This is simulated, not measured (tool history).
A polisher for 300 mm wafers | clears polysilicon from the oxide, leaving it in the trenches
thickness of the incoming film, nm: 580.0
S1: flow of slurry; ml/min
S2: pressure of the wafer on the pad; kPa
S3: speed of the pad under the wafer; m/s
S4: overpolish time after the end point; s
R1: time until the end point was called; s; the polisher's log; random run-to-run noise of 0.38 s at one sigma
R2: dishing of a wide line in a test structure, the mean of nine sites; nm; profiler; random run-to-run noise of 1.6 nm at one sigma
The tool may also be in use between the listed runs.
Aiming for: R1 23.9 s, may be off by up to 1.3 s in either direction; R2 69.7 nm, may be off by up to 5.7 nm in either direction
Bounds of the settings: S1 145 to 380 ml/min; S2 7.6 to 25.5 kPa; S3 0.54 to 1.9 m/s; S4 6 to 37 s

run  hour   S1    S2    S3  S4      R1      R2
  1     0  245  16.5  1.22  19  38.673  76.199
  2   4.3  245  13.8  1.22  19  42.898  71.451
  3   6.9  245  15.2  1.22  19  41.139   73.03
  4   8.9  300  15.2  1.22  19  39.668  73.463
  5    12  310  15.2  1.38  15  34.464  71.441
  6  18.5  310  15.2  1.14  15  42.339  68.176
  7  27.3  310  15.2  1.14  15  42.508   70.32
  8  32.6  310  19.3  1.24   6  32.492  58.838
  9  34.4  310  20.7  1.26  10  29.091  68.347
 10  35.4  310  21.4  1.28   9  28.406  69.417
 11  38.5  310  22.1   1.3   8  27.467  68.574
 12  41.5  310  22.8  1.32   7  26.272  66.779

Below are 5 possible settings for the next run. Only one of them brings all results inside the allowed miss of their targets. Which is it?
  A  44.5  310  23.4  1.68   7   ?   ?
  B  44.5  345  23.4   1.6   7   ?   ?
  C  44.5  295  25.5   1.3   8   ?   ?
  D  44.5  190  22.1  1.38   9   ?   ?
  E  44.5  305  22.1  1.22   7   ?   ?

move      R1      R2
   A  19.921  70.755
   B  20.722  70.247
   C  23.884  70.134
   D  26.642  70.248
   E  28.683  64.713
A: takes the result that was furthest off past its target
B: takes the result that was furthest off past its target
C: hits every target within its allowed miss
D: the biggest miss grows against the last run
E: the biggest miss grows against the last run
The right move is C.
